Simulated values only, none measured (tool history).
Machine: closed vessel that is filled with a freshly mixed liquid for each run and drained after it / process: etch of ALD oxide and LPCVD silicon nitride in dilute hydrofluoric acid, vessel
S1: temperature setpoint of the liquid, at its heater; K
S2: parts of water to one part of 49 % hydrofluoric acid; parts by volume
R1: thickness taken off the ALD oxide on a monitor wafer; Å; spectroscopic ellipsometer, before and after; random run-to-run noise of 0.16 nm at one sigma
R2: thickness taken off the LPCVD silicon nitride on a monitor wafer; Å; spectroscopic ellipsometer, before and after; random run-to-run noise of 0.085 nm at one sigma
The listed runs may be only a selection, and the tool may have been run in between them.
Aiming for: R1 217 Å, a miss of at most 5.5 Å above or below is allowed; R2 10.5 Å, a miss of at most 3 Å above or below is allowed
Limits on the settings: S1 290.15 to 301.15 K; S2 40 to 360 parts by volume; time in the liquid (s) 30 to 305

{"run": 1, "hour": 0.0, "S1": 293.15, "S2": 200, "time in the liquid (s)": 155, "R1": 88.537, "R2": 4.1494}
{"run": 2, "hour": 5.2, "S1": 290.15, "S2": 200, "time in the liquid (s)": 155, "R1": 78.876, "R2": 3.1551}
{"run": 3, "hour": 9.5, "S1": 293.65, "S2": 200, "time in the liquid (s)": 155, "R1": 90.601, "R2": 4.0089}
{"run": 4, "hour": 13.7, "S1": 293.65, "S2": 145, "time in the liquid (s)": 155, "R1": 132.51, "R2": 4.7377}
{"run": 5, "hour": 21.2, "S1": 293.65, "S2": 105, "time in the liquid (s)": 155, "R1": 191.66, "R2": 7.5871}
{"run": 6, "hour": 29.9, "S1": 293.65, "S2": 105, "time in the liquid (s)": 190, "R1": 230.78, "R2": 8.739}
{"run": 7, "hour": 38.4, "S1": 293.65, "S2": 105, "time in the liquid (s)": 190, "R1": 232.77, "R2": 9.9186}
{"run": 8, "hour": 43.8, "S1": 293.15, "S2": 105, "time in the liquid (s)": 190, "R1": 226.58, "R2": 8.9745}

Next run, 4 choices. One meets every target within its allowed miss, the rest don't. Which?
{"run": "A", "hour": 49.2, "S1": 298.65, "S2": 185, "time in the liquid (s)": 260, "R1": "?", "R2": "?"}
{"run": "B", "hour": 49.2, "S1": 298.15, "S2": 205, "time in the liquid (s)": 300, "R1": "?", "R2": "?"}
{"run": "C", "hour": 49.2, "S1": 296.15, "S2": 175, "time in the liquid (s)": 285, "R1": "?", "R2": "?"}
{"run": "D", "hour": 49.2, "S1": 295.65, "S2": 135, "time in the liquid (s)": 230, "R1": "?", "R2": "?"}

move=A R1=202.83 R2=9.8022
move=B R1=202.81 R2=9.896
move=C R1=216.46 R2=9.6843
move=D R1=232.15 R2=9.767
A: the result that was furthest off in the last run now lies on the other side of its target
B: the result that was furthest off in the last run now lies on the other side of its target
C: every result lands within tolerance
D: the biggest miss grows against the last run
The move that meets every target is C.
